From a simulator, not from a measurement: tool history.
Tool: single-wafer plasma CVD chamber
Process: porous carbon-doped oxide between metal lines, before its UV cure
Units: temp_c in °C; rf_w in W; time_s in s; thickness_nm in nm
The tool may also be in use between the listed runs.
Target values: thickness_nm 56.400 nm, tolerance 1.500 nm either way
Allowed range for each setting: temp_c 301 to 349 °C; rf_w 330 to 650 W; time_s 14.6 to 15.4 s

run 1 hour=0.0 | temp_c=325 rf_w=490 time_s=15.4 | thickness_nm=72.450
run 2 hour=7.8 | temp_c=325 rf_w=540 time_s=15.4 | thickness_nm=78.442
run 3 hour=14.6 | temp_c=318 rf_w=540 time_s=15.4 | thickness_nm=80.982
run 4 hour=17.6 | temp_c=320 rf_w=515 time_s=15.3 | thickness_nm=76.782
run 5 hour=19.7 | temp_c=322 rf_w=495 time_s=15.2 | thickness_nm=72.754
run 6 hour=28.7 | temp_c=324 rf_w=480 time_s=15.1 | thickness_nm=69.807
run 7 hour=34.8 | temp_c=326 rf_w=470 time_s=15.1 | thickness_nm=67.466
run 8 hour=37.9 | temp_c=328 rf_w=465 time_s=15.1 | thickness_nm=66.495
-- hour=42.5 RF generator calibrated
run 9 hour=42.5 | temp_c=330 rf_w=460 time_s=15.1 | thickness_nm=70.130
run 10 hour=49.8 | temp_c=329 rf_w=445 time_s=15.0 | thickness_nm=67.455
run 11 hour=53.3 | temp_c=331 rf_w=430 time_s=14.9 | thickness_nm=64.607
run 12 hour=54.0 | temp_c=331 rf_w=420 time_s=14.9 | thickness_nm=62.793
run 13 hour=55.7 | temp_c=331 rf_w=410 time_s=14.9 | thickness_nm=61.941

Of the 4 settings listed for the next run, only one would bring every result within its allowed miss of target. Which one?
run A hour=57.4 | temp_c=329 rf_w=460 time_s=15.4 | thickness_nm=?
run B hour=57.4 | temp_c=335 rf_w=390 time_s=14.6 | thickness_nm=?
run C hour=57.4 | temp_c=333 rf_w=355 time_s=15.1 | thickness_nm=?
run D hour=57.4 | temp_c=341 rf_w=430 time_s=14.6 | thickness_nm=?

move=A thickness_nm=71.392
move=B thickness_nm=56.118
move=C thickness_nm=52.864
move=D thickness_nm=60.507
A: moves away from the targets compared with the last run
B: all results in spec
C: carries the result that was furthest off beyond its target, to the other side
D: closer than the last run, but not yet in spec
The right move is B.
